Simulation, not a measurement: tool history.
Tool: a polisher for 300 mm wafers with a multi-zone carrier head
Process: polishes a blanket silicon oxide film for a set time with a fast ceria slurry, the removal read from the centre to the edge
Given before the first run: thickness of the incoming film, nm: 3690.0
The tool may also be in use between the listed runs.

run	hour	flow of slurry (ml/min)	pressure of the head's centre zone	pressure of the head's middle zone	pressure of the head's edge zone	polishing time (s)	film removed at the wafer's centre (angstrom)	film removed at mid-radius (angstrom)	film removed at the wafer's edge (angstrom)
1	0.0	155	1.00	1.00	1.00	59	7392.3	7042.3	7356.8
2	3.9	155	0.95	1.00	1.00	59	7035.4	7114.4	7195.1
3	6.3	145	0.95	0.96	0.96	55	6266.0	6281.3	6626.5
4	7.0	150	0.98	0.95	0.94	50	6187.2	5682.1	5981.0
5	14.8	150	0.98	0.91	0.94	50	6125.8	5455.6	5978.5
6	22.0	150	0.97	0.90	0.92	48	5631.3	5156.2	5664.2

Estimate the outcome of run 7 from the log above:
7	27.8	150	0.97	0.89	0.90	46	?	?	?

{"run 7": {"film removed at the wafer's centre (angstrom)": 5498.7, "film removed at mid-radius (angstrom)": 4946.9, "film removed at the wafer's edge (angstrom)": 5397.1}}
